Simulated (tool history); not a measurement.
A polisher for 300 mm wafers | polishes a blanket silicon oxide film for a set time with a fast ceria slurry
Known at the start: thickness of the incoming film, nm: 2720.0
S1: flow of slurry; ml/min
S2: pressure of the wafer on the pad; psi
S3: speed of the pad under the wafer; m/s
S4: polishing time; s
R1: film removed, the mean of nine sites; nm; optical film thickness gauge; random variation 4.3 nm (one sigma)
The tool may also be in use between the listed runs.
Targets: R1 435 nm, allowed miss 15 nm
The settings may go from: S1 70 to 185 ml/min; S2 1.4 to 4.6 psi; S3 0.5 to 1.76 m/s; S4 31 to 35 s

run,hour,S1,S2,S3,S4,R1
1,0,120,3,1.12,35,642.33
2,5.9,120,2.4,1.12,35,523.62
3,8.3,120,2.4,1.12,35,534.42
4,9.8,120,3,1.12,35,653.29
5,10.3,115,2.9,1.12,35,621.43
6,17,115,2.9,0.94,35,516.66
7,20.3,115,2.9,0.94,35,523.49
8,26.5,115,2.8,0.94,35,503.79

Which of these 5 next moves meets every target?
A,32.7,80,2.3,1.18,31,?
B,32.7,120,2.5,1.14,35,?
C,32.7,80,2.7,0.96,35,?
D,32.7,115,2.9,0.84,35,?
E,32.7,120,2.5,1.3,35,?

move,R1
A,435.63
B,560.79
C,462.96
D,472.5
E,636.22
A: meets every target
B: further off than the last run
C: nearer than the last run, and not there yet
D: nearer than the last run, and not there yet
E: further off than the last run
The right move is A.

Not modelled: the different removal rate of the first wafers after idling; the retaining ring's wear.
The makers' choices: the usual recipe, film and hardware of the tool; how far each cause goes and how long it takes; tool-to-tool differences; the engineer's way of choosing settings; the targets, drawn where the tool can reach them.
